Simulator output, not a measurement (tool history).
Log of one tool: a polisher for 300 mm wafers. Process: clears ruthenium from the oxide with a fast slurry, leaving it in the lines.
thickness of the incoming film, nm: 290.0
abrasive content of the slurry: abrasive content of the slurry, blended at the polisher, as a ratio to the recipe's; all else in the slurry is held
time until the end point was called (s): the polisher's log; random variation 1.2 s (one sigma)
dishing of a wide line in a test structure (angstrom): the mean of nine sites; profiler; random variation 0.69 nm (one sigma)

run  hour  flow of slurry (ml/min)  pressure of the wafer on the pad (psi)  speed of the pad under the wafer (m/s)  abrasive content of the slurry  overpolish time after the end point (s)  time until the end point was called (s)  dishing of a wide line in a test structure (angstrom)
  1     0                      310                                     2.6                                    1.08                               1                                       28                                   77.438                                                 745.34
  2   3.3                      310                                     2.6                                    1.08                             1.2                                       28                                   73.443                                                 814.49
  3   9.2                      370                                     2.6                                    1.08                             1.2                                       28                                   70.016                                                 842.88
  4  12.4                      370                                     2.5                                    1.08                            1.15                                       22                                    74.11                                                 624.33
  5    14                      375                                     2.4                                    1.08                             1.1                                       20                                   81.109                                                 553.37
  6  14.9                      420                                     2.4                                    1.08                             1.1                                       20                                    78.39                                                 567.42
  7  18.3                      420                                     2.4                                    1.08                             1.1                                       18                                   77.551                                                 520.13
  8  21.6                      420                                     2.2                                    1.08                             1.1                                       13                                   85.065                                                 356.07
  9  25.3                      420                                     2.3                                    1.04                             1.1                                       17                                   82.251                                                 458.42

Forecast run 10:
 10    27                      415                                     2.3                                    1.04                             1.1                                       17                                        ?                                                      ?

time until the end point was called (s): 86.403
dishing of a wide line in a test structure (angstrom): 451.07
